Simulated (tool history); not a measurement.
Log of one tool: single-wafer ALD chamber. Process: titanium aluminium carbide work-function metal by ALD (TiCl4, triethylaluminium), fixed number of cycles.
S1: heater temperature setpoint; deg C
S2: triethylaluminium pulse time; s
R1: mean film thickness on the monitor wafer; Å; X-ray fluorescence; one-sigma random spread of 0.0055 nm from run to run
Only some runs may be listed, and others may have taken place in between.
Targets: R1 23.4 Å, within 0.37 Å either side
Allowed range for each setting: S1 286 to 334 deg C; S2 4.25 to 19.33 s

run 1 hour=0 | S1=310 S2=11.79 | R1=21.81
run 2 hour=2.4 | S1=306 S2=11.79 | R1=21.437
run 3 hour=6.4 | S1=308 S2=12.04 | R1=21.641
run 4 hour=10.4 | S1=313 S2=12.04 | R1=22.05
run 5 hour=12.3 | S1=313 S2=9.06 | R1=21.134
run 6 hour=17.7 | S1=313 S2=10.55 | R1=21.823
run 7 hour=24.9 | S1=315 S2=10.68 | R1=21.961
run 8 hour=25.6 | S1=316 S2=10.8 | R1=22.093
run 9 hour=33.5 | S1=317 S2=10.91 | R1=22.277
run 10 hour=36 | S1=318 S2=10.99 | R1=22.324

Of the 5 settings listed for the next run, only one would bring every result within its allowed miss of target. Which one?
run A hour=38.5 | S1=315 S2=11.83 | R1=?
run B hour=38.5 | S1=316 S2=11.85 | R1=?
run C hour=38.5 | S1=326 S2=13.32 | R1=?
run D hour=38.5 | S1=315 S2=14 | R1=?
run E hour=38.5 | S1=316 S2=18.28 | R1=?

move=A R1=22.128
move=B R1=22.212
move=C R1=23.201
move=D R1=22.355
move=E R1=22.564
A: misses by more than the last run did
B: misses by more than the last run did
C: in spec on every target
D: just as far off the targets as the last run
E: nearer than the last run, and not there yet
The right move is C.
